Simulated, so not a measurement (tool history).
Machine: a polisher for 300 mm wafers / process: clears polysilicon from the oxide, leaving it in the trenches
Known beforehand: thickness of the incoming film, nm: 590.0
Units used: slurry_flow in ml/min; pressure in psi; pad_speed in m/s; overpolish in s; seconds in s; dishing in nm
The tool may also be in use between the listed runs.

run 1 hour=0.0 | slurry_flow=150 pressure=1.8 pad_speed=0.98 overpolish=17 | seconds=87.072 dishing=57.466
run 2 hour=8.2 | slurry_flow=150 pressure=1.8 pad_speed=0.98 overpolish=14 | seconds=86.349 dishing=51.597
run 3 hour=16.3 | slurry_flow=150 pressure=1.8 pad_speed=0.98 overpolish=12 | seconds=86.927 dishing=49.819
run 4 hour=25.0 | slurry_flow=175 pressure=1.8 pad_speed=0.98 overpolish=12 | seconds=82.044 dishing=50.454
run 5 hour=26.6 | slurry_flow=175 pressure=1.8 pad_speed=0.98 overpolish=10 | seconds=83.461 dishing=45.546
run 6 hour=28.4 | slurry_flow=175 pressure=1.8 pad_speed=0.98 overpolish=17 | seconds=83.068 dishing=58.971
run 7 hour=36.7 | slurry_flow=175 pressure=1.8 pad_speed=0.98 overpolish=14 | seconds=84.092 dishing=52.125

What does the tool deliver on the next run?
run 8 hour=38.7 | slurry_flow=175 pressure=1.8 pad_speed=0.98 overpolish=12 | seconds=? dishing=?

Run 8 yielded seconds 84.622 s, dishing 51.415 nm.
